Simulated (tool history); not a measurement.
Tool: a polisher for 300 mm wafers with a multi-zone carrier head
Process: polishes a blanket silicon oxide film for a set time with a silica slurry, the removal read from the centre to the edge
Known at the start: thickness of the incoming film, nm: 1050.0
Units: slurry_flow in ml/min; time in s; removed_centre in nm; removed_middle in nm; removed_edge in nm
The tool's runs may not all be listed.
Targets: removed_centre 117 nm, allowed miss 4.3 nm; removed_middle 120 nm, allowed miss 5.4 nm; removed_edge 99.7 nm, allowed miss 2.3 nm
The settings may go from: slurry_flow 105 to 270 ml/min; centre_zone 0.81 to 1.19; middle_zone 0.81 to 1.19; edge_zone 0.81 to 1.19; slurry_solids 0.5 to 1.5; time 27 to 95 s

run 1 hour=0 | slurry_flow=175 centre_zone=1 middle_zone=1 edge_zone=1 slurry_solids=1 time=61 | removed_centre=135.87 removed_middle=137.06 removed_edge=139.91
run 2 hour=4.2 | slurry_flow=170 centre_zone=1.02 middle_zone=1.03 edge_zone=0.95 slurry_solids=0.9 time=61 | removed_centre=131.73 removed_middle=137.38 removed_edge=130.48
run 3 hour=7.8 | slurry_flow=170 centre_zone=1.02 middle_zone=1.03 edge_zone=0.89 slurry_solids=0.9 time=61 | removed_centre=134.62 removed_middle=135.34 removed_edge=126.57
run 4 hour=11.2 | slurry_flow=165 centre_zone=1.04 middle_zone=1.04 edge_zone=0.87 slurry_solids=0.8 time=61 | removed_centre=128.2 removed_middle=131.26 removed_edge=119.63
run 5 hour=19.4 | slurry_flow=165 centre_zone=1.06 middle_zone=1.05 edge_zone=0.85 slurry_solids=0.7 time=61 | removed_centre=125.54 removed_middle=126.37 removed_edge=113.11
run 6 hour=22.6 | slurry_flow=165 centre_zone=1.06 middle_zone=1.05 edge_zone=0.85 slurry_solids=0.55 time=61 | removed_centre=116.55 removed_middle=114.05 removed_edge=102.93
run 7 hour=29.2 | slurry_flow=165 centre_zone=1.06 middle_zone=1.07 edge_zone=0.84 slurry_solids=0.55 time=61 | removed_centre=115.36 removed_middle=117.47 removed_edge=103.69
-- hour=36.2 slurry nozzle cleaned
run 8 hour=36.2 | slurry_flow=165 centre_zone=1.07 middle_zone=1.08 edge_zone=0.83 slurry_solids=0.55 time=61 | removed_centre=123.77 removed_middle=125.54 removed_edge=108.85
run 9 hour=36.9 | slurry_flow=165 centre_zone=1.07 middle_zone=1.09 edge_zone=0.82 slurry_solids=0.55 time=60 | removed_centre=123.77 removed_middle=124.11 removed_edge=104.7
run 10 hour=41.6 | slurry_flow=160 centre_zone=1.07 middle_zone=1.09 edge_zone=0.82 slurry_solids=0.55 time=60 | removed_centre=122.3 removed_middle=123.66 removed_edge=104.66
run 11 hour=44.1 | slurry_flow=155 centre_zone=1.07 middle_zone=1.09 edge_zone=0.82 slurry_solids=0.55 time=60 | removed_centre=123.68 removed_middle=124.53 removed_edge=103.96
run 12 hour=50.1 | slurry_flow=150 centre_zone=1.06 middle_zone=1.09 edge_zone=0.82 slurry_solids=0.55 time=60 | removed_centre=121.01 removed_middle=122.54 removed_edge=103.03

Which of these 4 next moves meets every target?
run A hour=56.1 | slurry_flow=140 centre_zone=1.07 middle_zone=1.02 edge_zone=0.82 slurry_solids=0.55 time=61 | removed_centre=? removed_middle=? removed_edge=?
run B hour=56.1 | slurry_flow=180 centre_zone=1.06 middle_zone=1.12 edge_zone=0.88 slurry_solids=0.55 time=59 | removed_centre=? removed_middle=? removed_edge=?
run C hour=56.1 | slurry_flow=105 centre_zone=1.07 middle_zone=1.11 edge_zone=0.86 slurry_solids=0.7 time=57 | removed_centre=? removed_middle=? removed_edge=?
run D hour=56.1 | slurry_flow=160 centre_zone=1.06 middle_zone=1.1 edge_zone=0.81 slurry_solids=0.5 time=59 | removed_centre=? removed_middle=? removed_edge=?

move=A removed_centre=120.95 removed_middle=119.39 removed_edge=105.13
move=B removed_centre=120.14 removed_middle=129.04 removed_edge=107.21
move=C removed_centre=117.38 removed_middle=125.11 removed_edge=105.78
move=D removed_centre=114.5 removed_middle=121.35 removed_edge=99.081
A: further off than the last run
B: further off than the last run
C: further off than the last run
D: meets every target
The right move is D.
